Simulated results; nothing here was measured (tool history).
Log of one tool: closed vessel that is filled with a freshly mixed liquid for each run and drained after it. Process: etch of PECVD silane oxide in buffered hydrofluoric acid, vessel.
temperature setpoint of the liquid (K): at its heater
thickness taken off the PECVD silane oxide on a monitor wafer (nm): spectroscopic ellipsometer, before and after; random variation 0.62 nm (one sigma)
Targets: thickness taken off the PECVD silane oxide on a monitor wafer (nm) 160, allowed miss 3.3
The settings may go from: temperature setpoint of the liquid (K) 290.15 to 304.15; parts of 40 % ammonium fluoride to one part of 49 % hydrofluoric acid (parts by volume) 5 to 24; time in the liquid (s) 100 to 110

run	hour	temperature setpoint of the liquid (K)	parts of 40 % ammonium fluoride to one part of 49 % hydrofluoric acid (parts by volume)	time in the liquid (s)	thickness taken off the PECVD silane oxide on a monitor wafer (nm)
1	0	296.15	14.5	100	190.94
2	5.9	295.65	14.5	100	185.87
3	15.1	295.65	14.5	110	203.03
4	19	295.15	14.5	110	199.52
5	22.4	294.65	14.5	110	193.02
6	30.3	294.65	10.5	110	265.18
7	37.2	294.15	11	110	247.51
8	44.9	293.65	11.5	110	230.8
9	48.3	293.15	12	110	214.19
10	53.7	292.65	12	110	207.19
11	60.8	290.15	14	110	154.45

5 next moves are on the table. One of them brings every result within its allowed miss. Which?
A	67.9	290.15	14.5	110	?
B	67.9	290.15	14.5	105	?
C	67.9	290.15	13	105	?
D	67.9	291.65	15	105	?
E	67.9	290.65	13.5	110	?

move	thickness taken off the PECVD silane oxide on a monitor wafer (nm)
A	151.78
B	144.88
C	161.28
D	152.61
E	167.53
A: further off than the last run
B: further off than the last run
C: meets every target
D: further off than the last run
E: takes the result that was furthest off past its target
Answer: C
